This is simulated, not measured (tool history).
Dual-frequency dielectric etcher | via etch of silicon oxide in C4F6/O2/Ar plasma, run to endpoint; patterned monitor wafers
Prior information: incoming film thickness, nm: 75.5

| run | hour | bias power (W) | source power (W) | Ar flow (sccm) | endpoint time (s) |
|---|---|---|---|---|---|
| 1 | 0.0 | 598 | 430 | 211 | 14.047 |
| 2 | 8.2 | 627 | 440 | 209 | 13.630 |
| 3 | 14.6 | 653 | 450 | 208 | 13.133 |
| 4 | 22.2 | 653 | 420 | 208 | 13.727 |
| 5 | 28.6 | 675 | 430 | 207 | 13.286 |
| 6 | 31.9 | 675 | 430 | 228 | 13.537 |
| 7 | 35.1 | 695 | 440 | 227 | 13.205 |
| 8 | 39.9 | 712 | 450 | 226 | 12.939 |

Run 9 comes next. What will it give?
| 9 | 41.8 | 727 | 460 | 225 | ? |

endpoint time (s): 12.736
